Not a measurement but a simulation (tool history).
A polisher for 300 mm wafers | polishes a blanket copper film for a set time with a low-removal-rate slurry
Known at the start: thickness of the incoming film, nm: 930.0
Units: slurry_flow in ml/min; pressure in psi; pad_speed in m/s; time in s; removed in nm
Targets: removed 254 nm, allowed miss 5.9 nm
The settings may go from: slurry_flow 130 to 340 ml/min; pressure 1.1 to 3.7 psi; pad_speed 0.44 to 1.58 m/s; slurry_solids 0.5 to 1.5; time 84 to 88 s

run 1 hour=0 | slurry_flow=220 pressure=2.4 pad_speed=1 slurry_solids=1 time=84 | removed=168.36
run 2 hour=2.6 | slurry_flow=230 pressure=2.6 pad_speed=1 slurry_solids=1 time=84 | removed=182.46
run 3 hour=10.8 | slurry_flow=260 pressure=2.6 pad_speed=1 slurry_solids=1 time=84 | removed=183.29
run 4 hour=18.8 | slurry_flow=260 pressure=2.8 pad_speed=1 slurry_solids=1 time=84 | removed=201.2
run 5 hour=27.8 | slurry_flow=260 pressure=2.8 pad_speed=0.8 slurry_solids=1 time=84 | removed=159.83
run 6 hour=34.4 | slurry_flow=260 pressure=2.8 pad_speed=0.8 slurry_solids=1.1 time=84 | removed=163.22
run 7 hour=36.4 | slurry_flow=260 pressure=3 pad_speed=0.82 slurry_solids=1.1 time=84 | removed=180.79
run 8 hour=42.6 | slurry_flow=260 pressure=3.2 pad_speed=0.84 slurry_solids=1.1 time=84 | removed=194.93
run 9 hour=49.4 | slurry_flow=265 pressure=3.3 pad_speed=0.86 slurry_solids=1.1 time=84 | removed=206.88
run 10 hour=56 | slurry_flow=270 pressure=3.4 pad_speed=0.88 slurry_solids=1.1 time=84 | removed=215.66
run 11 hour=60.8 | slurry_flow=270 pressure=3.5 pad_speed=0.9 slurry_solids=1.1 time=84 | removed=228.9
run 12 hour=61.7 | slurry_flow=270 pressure=3.6 pad_speed=0.9 slurry_solids=1.1 time=84 | removed=235.78

Which of these 4 next moves meets every target?
run A hour=62.6 | slurry_flow=285 pressure=3.6 pad_speed=0.86 slurry_solids=1.15 time=86 | removed=?
run B hour=62.6 | slurry_flow=265 pressure=3.7 pad_speed=0.9 slurry_solids=1.35 time=88 | removed=?
run C hour=62.6 | slurry_flow=305 pressure=3.2 pad_speed=0.94 slurry_solids=1.05 time=87 | removed=?
run D hour=62.6 | slurry_flow=285 pressure=3.4 pad_speed=0.98 slurry_solids=1.05 time=88 | removed=?

move=A removed=236.85
move=B removed=268.67
move=C removed=228.96
move=D removed=254.38
A: nearer than the last run, and not there yet
B: takes the result that was furthest off past its target
C: further off than the last run
D: meets every target
Move D is the one to make.
